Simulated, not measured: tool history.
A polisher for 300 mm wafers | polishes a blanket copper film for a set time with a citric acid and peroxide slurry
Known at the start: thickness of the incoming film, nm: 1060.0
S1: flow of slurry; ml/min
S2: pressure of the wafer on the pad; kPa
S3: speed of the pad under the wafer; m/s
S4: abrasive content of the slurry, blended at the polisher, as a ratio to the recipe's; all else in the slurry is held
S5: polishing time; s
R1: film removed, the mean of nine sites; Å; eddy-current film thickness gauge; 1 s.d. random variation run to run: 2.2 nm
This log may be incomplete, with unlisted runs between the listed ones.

run 1 hour=0 | S1=200 S2=17.2 S3=1.18 S4=1 S5=100 | R1=2486.5
run 2 hour=1.3 | S1=200 S2=21.4 S3=1.18 S4=1 S5=100 | R1=3058.5
run 3 hour=2.6 | S1=200 S2=21.4 S3=1.18 S4=0.85 S5=100 | R1=3030.2
run 4 hour=11 | S1=200 S2=23.4 S3=1.18 S4=0.85 S5=100 | R1=3258.3
run 5 hour=12.8 | S1=200 S2=19.3 S3=1.16 S4=0.85 S5=100 | R1=2675.3
run 6 hour=21.7 | S1=200 S2=19.3 S3=1.16 S4=1.05 S5=100 | R1=2817.2
run 7 hour=29.9 | S1=200 S2=14.5 S3=1.1 S4=1.05 S5=100 | R1=1964.1

Run 8 comes next. What will it give?
run 8 hour=33.3 | S1=200 S2=11 S3=1.08 S4=1.05 S5=100 | R1=?

R1: 1524.8 Å
